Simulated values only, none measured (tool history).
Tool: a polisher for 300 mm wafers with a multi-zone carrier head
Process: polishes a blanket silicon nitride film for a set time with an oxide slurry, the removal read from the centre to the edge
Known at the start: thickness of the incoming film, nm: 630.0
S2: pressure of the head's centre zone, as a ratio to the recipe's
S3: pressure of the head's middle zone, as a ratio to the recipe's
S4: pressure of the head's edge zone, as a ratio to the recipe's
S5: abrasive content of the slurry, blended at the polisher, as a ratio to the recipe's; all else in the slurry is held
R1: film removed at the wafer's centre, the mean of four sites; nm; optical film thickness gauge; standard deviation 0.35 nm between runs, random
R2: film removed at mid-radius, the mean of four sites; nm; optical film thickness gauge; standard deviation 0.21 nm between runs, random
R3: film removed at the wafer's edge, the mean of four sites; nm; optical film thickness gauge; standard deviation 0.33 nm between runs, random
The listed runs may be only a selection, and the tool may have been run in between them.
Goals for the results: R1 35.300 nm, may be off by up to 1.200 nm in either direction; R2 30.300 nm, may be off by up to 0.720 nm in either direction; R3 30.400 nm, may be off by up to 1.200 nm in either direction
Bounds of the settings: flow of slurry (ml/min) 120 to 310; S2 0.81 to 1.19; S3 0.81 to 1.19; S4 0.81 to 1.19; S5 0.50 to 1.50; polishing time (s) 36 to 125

{"run": 1, "hour": 0.0, "flow of slurry (ml/min)": 200, "S2": 1.0, "S3": 1.0, "S4": 1.0, "S5": 1.0, "polishing time (s)": 80, "R1": 53.218, "R2": 56.153, "R3": 53.187}
{"run": 2, "hour": 3.6, "flow of slurry (ml/min)": 200, "S2": 1.0, "S3": 1.0, "S4": 0.96, "S5": 1.0, "polishing time (s)": 80, "R1": 54.161, "R2": 56.62, "R3": 52.891}
{"run": 3, "hour": 5.7, "flow of slurry (ml/min)": 200, "S2": 1.0, "S3": 0.93, "S4": 0.96, "S5": 1.0, "polishing time (s)": 80, "R1": 52.248, "R2": 52.549, "R3": 52.793}
{"run": 4, "hour": 12.7, "flow of slurry (ml/min)": 200, "S2": 1.02, "S3": 0.92, "S4": 0.94, "S5": 0.9, "polishing time (s)": 76, "R1": 49.596, "R2": 47.048, "R3": 46.966}
{"run": 5, "hour": 19.6, "flow of slurry (ml/min)": 195, "S2": 1.02, "S3": 0.91, "S4": 0.92, "S5": 0.8, "polishing time (s)": 73, "R1": 44.551, "R2": 41.399, "R3": 42.36}
{"run": 6, "hour": 21.8, "flow of slurry (ml/min)": 235, "S2": 1.02, "S3": 0.91, "S4": 0.92, "S5": 0.8, "polishing time (s)": 73, "R1": 45.759, "R2": 42.813, "R3": 42.734}
{"run": 7, "hour": 29.5, "flow of slurry (ml/min)": 240, "S2": 1.02, "S3": 0.9, "S4": 0.9, "S5": 0.75, "polishing time (s)": 71, "R1": 42.829, "R2": 39.854, "R3": 39.462}
{"run": 8, "hour": 32.1, "flow of slurry (ml/min)": 245, "S2": 1.02, "S3": 0.89, "S4": 0.89, "S5": 0.7, "polishing time (s)": 70, "R1": 39.933, "R2": 37.277, "R3": 37.685}
{"run": 9, "hour": 39.3, "flow of slurry (ml/min)": 250, "S2": 1.03, "S3": 0.89, "S4": 0.88, "S5": 0.65, "polishing time (s)": 69, "R1": 38.114, "R2": 35.302, "R3": 34.485}
{"hour": 47.3, "done": "worn pad replaced by a new one"}
{"run": 10, "hour": 47.3, "flow of slurry (ml/min)": 245, "S2": 1.03, "S3": 0.88, "S4": 0.87, "S5": 0.65, "polishing time (s)": 69, "R1": 43.909, "R2": 39.713, "R3": 39.73}
{"run": 11, "hour": 52.3, "flow of slurry (ml/min)": 255, "S2": 1.05, "S3": 0.88, "S4": 0.89, "S5": 0.65, "polishing time (s)": 69, "R1": 44.669, "R2": 40.119, "R3": 40.078}
{"run": 12, "hour": 59.7, "flow of slurry (ml/min)": 205, "S2": 1.05, "S3": 0.85, "S4": 0.81, "S5": 0.5, "polishing time (s)": 54, "R1": 28.415, "R2": 24.293, "R3": 24.433}
{"run": 13, "hour": 65.8, "flow of slurry (ml/min)": 225, "S2": 1.06, "S3": 0.85, "S4": 0.83, "S5": 0.5, "polishing time (s)": 54, "R1": 28.91, "R2": 24.856, "R3": 25.296}
{"run": 14, "hour": 73.7, "flow of slurry (ml/min)": 240, "S2": 1.08, "S3": 0.86, "S4": 0.85, "S5": 0.5, "polishing time (s)": 54, "R1": 29.594, "R2": 25.213, "R3": 25.496}
{"run": 15, "hour": 74.7, "flow of slurry (ml/min)": 255, "S2": 1.17, "S3": 0.96, "S4": 0.95, "S5": 0.75, "polishing time (s)": 55, "R1": 44.037, "R2": 37.427, "R3": 36.054}
{"run": 16, "hour": 77.2, "flow of slurry (ml/min)": 235, "S2": 1.16, "S3": 0.95, "S4": 0.94, "S5": 0.75, "polishing time (s)": 55, "R1": 42.76, "R2": 37.129, "R3": 36.203}
{"run": 17, "hour": 81.9, "flow of slurry (ml/min)": 230, "S2": 1.14, "S3": 0.93, "S4": 0.91, "S5": 0.75, "polishing time (s)": 55, "R1": 42.047, "R2": 36.103, "R3": 35.44}
{"run": 18, "hour": 86.3, "flow of slurry (ml/min)": 215, "S2": 1.13, "S3": 0.92, "S4": 0.89, "S5": 0.75, "polishing time (s)": 55, "R1": 41.598, "R2": 35.638, "R3": 34.789}
{"run": 19, "hour": 88.4, "flow of slurry (ml/min)": 205, "S2": 1.12, "S3": 0.91, "S4": 0.88, "S5": 0.75, "polishing time (s)": 55, "R1": 40.376, "R2": 34.667, "R3": 34.824}
{"run": 20, "hour": 97.3, "flow of slurry (ml/min)": 200, "S2": 1.11, "S3": 0.91, "S4": 0.87, "S5": 0.75, "polishing time (s)": 55, "R1": 40.607, "R2": 35.163, "R3": 34.175}
{"run": 21, "hour": 100.8, "flow of slurry (ml/min)": 160, "S2": 1.03, "S3": 0.81, "S4": 0.83, "S5": 0.6, "polishing time (s)": 55, "R1": 30.205, "R2": 26.526, "R3": 28.168}
{"run": 22, "hour": 103.1, "flow of slurry (ml/min)": 165, "S2": 1.05, "S3": 0.83, "S4": 0.84, "S5": 0.6, "polishing time (s)": 55, "R1": 32.028, "R2": 27.115, "R3": 28.473}
{"run": 23, "hour": 104.7, "flow of slurry (ml/min)": 170, "S2": 1.06, "S3": 0.85, "S4": 0.85, "S5": 0.6, "polishing time (s)": 55, "R1": 32.237, "R2": 27.55, "R3": 28.833}
{"run": 24, "hour": 110.1, "flow of slurry (ml/min)": 175, "S2": 1.07, "S3": 0.86, "S4": 0.86, "S5": 0.6, "polishing time (s)": 55, "R1": 32.412, "R2": 27.675, "R3": 28.575}
{"run": 25, "hour": 115.9, "flow of slurry (ml/min)": 230, "S2": 1.09, "S3": 0.9, "S4": 0.92, "S5": 0.7, "polishing time (s)": 55, "R1": 38.751, "R2": 33.395, "R3": 34.361}

Exactly one of the 4 candidate moves below puts every result within its allowed miss. Which one?
{"run": "A", "hour": 121.7, "flow of slurry (ml/min)": 265, "S2": 1.11, "S3": 0.9, "S4": 0.92, "S5": 0.75, "polishing time (s)": 47, "R1": "?", "R2": "?", "R3": "?"}
{"run": "B", "hour": 121.7, "flow of slurry (ml/min)": 305, "S2": 1.17, "S3": 0.9, "S4": 0.81, "S5": 0.65, "polishing time (s)": 57, "R1": "?", "R2": "?", "R3": "?"}
{"run": "C", "hour": 121.7, "flow of slurry (ml/min)": 225, "S2": 1.17, "S3": 0.9, "S4": 0.87, "S5": 0.6, "polishing time (s)": 56, "R1": "?", "R2": "?", "R3": "?"}
{"run": "D", "hour": 121.7, "flow of slurry (ml/min)": 225, "S2": 1.12, "S3": 0.98, "S4": 0.82, "S5": 0.6, "polishing time (s)": 67, "R1": "?", "R2": "?", "R3": "?"}

move=A R1=35.711 R2=29.943 R3=30.538
move=B R1=42.396 R2=33.658 R3=32.311
move=C R1=38.022 R2=30.290 R3=30.261
move=D R1=43.558 R2=38.926 R3=35.226
A: all results in spec
B: the biggest miss grows against the last run
C: corrects the largest miss of the last run, while another result sits out of spec
D: the biggest miss grows against the last run
Move A is the one to make.

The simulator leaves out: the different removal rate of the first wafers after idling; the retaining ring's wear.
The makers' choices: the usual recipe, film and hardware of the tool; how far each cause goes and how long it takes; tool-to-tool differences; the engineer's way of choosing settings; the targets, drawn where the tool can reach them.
